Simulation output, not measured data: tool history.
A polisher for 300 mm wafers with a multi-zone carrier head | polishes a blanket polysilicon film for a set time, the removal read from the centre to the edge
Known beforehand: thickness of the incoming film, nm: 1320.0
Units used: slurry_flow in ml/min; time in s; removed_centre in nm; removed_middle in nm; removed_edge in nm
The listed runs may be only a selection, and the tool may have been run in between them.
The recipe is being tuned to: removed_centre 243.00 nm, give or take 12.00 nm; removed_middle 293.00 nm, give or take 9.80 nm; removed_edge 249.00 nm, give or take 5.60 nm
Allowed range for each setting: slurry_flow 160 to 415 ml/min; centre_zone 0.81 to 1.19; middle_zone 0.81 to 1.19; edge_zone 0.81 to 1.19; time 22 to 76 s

Run 1, hour 0.0: slurry_flow 265 ml/min, centre_zone 1.00, middle_zone 1.00, edge_zone 1.00, time 49 s. Result: removed_centre 393.41 nm, removed_middle 399.23 nm, removed_edge 402.03 nm.
Run 2, hour 1.2: slurry_flow 265 ml/min, centre_zone 0.99, middle_zone 1.01, edge_zone 0.98, time 47 s. Result: removed_centre 376.61 nm, removed_middle 388.31 nm, removed_edge 383.16 nm.
Run 3, hour 2.6: slurry_flow 265 ml/min, centre_zone 0.99, middle_zone 1.01, edge_zone 1.03, time 47 s. Result: removed_centre 375.48 nm, removed_middle 391.96 nm, removed_edge 395.41 nm.
Run 4, hour 7.6: slurry_flow 225 ml/min, centre_zone 0.99, middle_zone 1.01, edge_zone 1.03, time 47 s. Result: removed_centre 363.96 nm, removed_middle 384.90 nm, removed_edge 385.30 nm.
Run 5, hour 8.9: slurry_flow 225 ml/min, centre_zone 0.99, middle_zone 1.01, edge_zone 1.10, time 47 s. Result: removed_centre 365.18 nm, removed_middle 378.29 nm, removed_edge 402.63 nm.
Run 6, hour 11.1: slurry_flow 220 ml/min, centre_zone 0.98, middle_zone 1.01, edge_zone 1.07, time 45 s. Result: removed_centre 353.09 nm, removed_middle 367.73 nm, removed_edge 369.93 nm.
Run 7, hour 14.4: slurry_flow 215 ml/min, centre_zone 0.96, middle_zone 1.01, edge_zone 1.06, time 44 s. Result: removed_centre 329.90 nm, removed_middle 354.45 nm, removed_edge 364.78 nm.
Run 8, hour 16.1: slurry_flow 210 ml/min, centre_zone 0.96, middle_zone 1.02, edge_zone 1.04, time 43 s. Result: removed_centre 320.99 nm, removed_middle 346.69 nm, removed_edge 353.46 nm.
Run 9, hour 21.3: slurry_flow 210 ml/min, centre_zone 0.96, middle_zone 1.03, edge_zone 1.02, time 42 s. Result: removed_centre 307.35 nm, removed_middle 335.45 nm, removed_edge 341.80 nm.
Run 10, hour 29.0: slurry_flow 210 ml/min, centre_zone 0.96, middle_zone 1.03, edge_zone 1.02, time 42 s. Result: removed_centre 311.05 nm, removed_middle 340.57 nm, removed_edge 342.41 nm.
Run 11, hour 31.6: slurry_flow 210 ml/min, centre_zone 0.96, middle_zone 1.03, edge_zone 1.02, time 42 s. Result: removed_centre 312.52 nm, removed_middle 344.57 nm, removed_edge 341.12 nm.
Run 12, hour 34.1: slurry_flow 205 ml/min, centre_zone 0.96, middle_zone 1.04, edge_zone 1.00, time 41 s. Result: removed_centre 298.61 nm, removed_middle 333.19 nm, removed_edge 330.42 nm.
Run 13, hour 39.6: slurry_flow 205 ml/min, centre_zone 0.97, middle_zone 1.05, edge_zone 0.98, time 40 s. Result: removed_centre 301.96 nm, removed_middle 329.69 nm, removed_edge 320.67 nm.
Run 14, hour 42.4: slurry_flow 205 ml/min, centre_zone 0.97, middle_zone 1.06, edge_zone 0.96, time 39 s. Result: removed_centre 296.18 nm, removed_middle 326.85 nm, removed_edge 307.98 nm.
Run 15, hour 49.1: slurry_flow 195 ml/min, centre_zone 0.89, middle_zone 1.08, edge_zone 0.86, time 32 s. Result: removed_centre 221.09 nm, removed_middle 270.76 nm, removed_edge 236.59 nm.
Run 16, hour 56.6: slurry_flow 200 ml/min, centre_zone 0.89, middle_zone 1.08, edge_zone 0.86, time 32 s. Result: removed_centre 218.29 nm, removed_middle 268.69 nm, removed_edge 236.83 nm.
Run 17, hour 65.1: slurry_flow 205 ml/min, centre_zone 0.90, middle_zone 1.08, edge_zone 0.86, time 32 s. Result: removed_centre 221.01 nm, removed_middle 271.73 nm, removed_edge 238.40 nm.
Run 18, hour 67.9: slurry_flow 210 ml/min, centre_zone 0.91, middle_zone 1.08, edge_zone 0.86, time 32 s. Result: removed_centre 229.10 nm, removed_middle 274.65 nm, removed_edge 240.14 nm.
Run 19, hour 75.8: slurry_flow 215 ml/min, centre_zone 0.91, middle_zone 1.08, edge_zone 0.86, time 32 s. Result: removed_centre 229.86 nm, removed_middle 273.29 nm, removed_edge 237.92 nm.
Run 20, hour 81.1: slurry_flow 220 ml/min, centre_zone 0.91, middle_zone 1.09, edge_zone 0.87, time 32 s. Result: removed_centre 229.31 nm, removed_middle 274.37 nm, removed_edge 243.44 nm.
Run 21, hour 82.6: slurry_flow 220 ml/min, centre_zone 0.91, middle_zone 1.10, edge_zone 0.87, time 32 s. Result: removed_centre 230.35 nm, removed_middle 280.20 nm, removed_edge 242.74 nm.
Run 22, hour 90.8: slurry_flow 225 ml/min, centre_zone 0.91, middle_zone 1.10, edge_zone 0.87, time 32 s. Result: removed_centre 223.69 nm, removed_middle 283.55 nm, removed_edge 246.61 nm.
Run 23, hour 98.0: slurry_flow 225 ml/min, centre_zone 0.92, middle_zone 1.10, edge_zone 0.87, time 32 s. Result: removed_centre 228.50 nm, removed_middle 279.81 nm, removed_edge 245.55 nm.
Run 24, hour 101.6: slurry_flow 235 ml/min, centre_zone 0.95, middle_zone 1.12, edge_zone 0.85, time 32 s. Result: removed_centre 241.57 nm, removed_middle 287.86 nm, removed_edge 240.11 nm.
Run 25, hour 107.5: slurry_flow 240 ml/min, centre_zone 0.95, middle_zone 1.12, edge_zone 0.85, time 32 s. Result: removed_centre 243.23 nm, removed_middle 284.27 nm, removed_edge 240.36 nm.
Run 26, hour 115.3: slurry_flow 245 ml/min, centre_zone 0.95, middle_zone 1.12, edge_zone 0.85, time 32 s. Result: removed_centre 242.49 nm, removed_middle 285.59 nm, removed_edge 242.34 nm.
Run 27, hour 121.5: slurry_flow 245 ml/min, centre_zone 0.95, middle_zone 1.12, edge_zone 0.85, time 32 s. Result: removed_centre 243.61 nm, removed_middle 287.04 nm, removed_edge 240.58 nm.
Run 28, hour 123.3: slurry_flow 250 ml/min, centre_zone 0.95, middle_zone 1.12, edge_zone 0.85, time 32 s. Result: removed_centre 241.05 nm, removed_middle 284.71 nm, removed_edge 242.57 nm.

Which single option among these 5 for the next run brings every result within its allowed miss of target? Just one does.
Run A, hour 125.1: slurry_flow 310 ml/min, centre_zone 0.93, middle_zone 1.05, edge_zone 0.92, time 31 s. Result: removed_centre ?, removed_middle ?, removed_edge ?.
Run B, hour 125.1: slurry_flow 230 ml/min, centre_zone 0.99, middle_zone 1.10, edge_zone 0.88, time 31 s. Result: removed_centre ?, removed_middle ?, removed_edge ?.
Run C, hour 125.1: slurry_flow 300 ml/min, centre_zone 0.92, middle_zone 1.11, edge_zone 0.86, time 32 s. Result: removed_centre ?, removed_middle ?, removed_edge ?.
Run D, hour 125.1: slurry_flow 225 ml/min, centre_zone 0.96, middle_zone 1.05, edge_zone 0.91, time 32 s. Result: removed_centre ?, removed_middle ?, removed_edge ?.
Run E, hour 125.1: slurry_flow 280 ml/min, centre_zone 0.82, middle_zone 1.10, edge_zone 0.93, time 33 s. Result: removed_centre ?, removed_middle ?, removed_edge ?.

move  removed_centre  removed_middle  removed_edge
   A          235.76          268.75        247.26
   B          241.32          269.60        235.51
   C          239.93          289.95        246.65
   D          240.55          266.63        246.44
   E          218.46          294.59        262.14
A: gets the furthest-off result to its target, but another result is out of tolerance
B: further off than the last run
C: hits every target within its allowed miss
D: gets the furthest-off result to its target, but another result is out of tolerance
E: the result that was furthest off in the last run now lies on the other side of its target
Answer: C
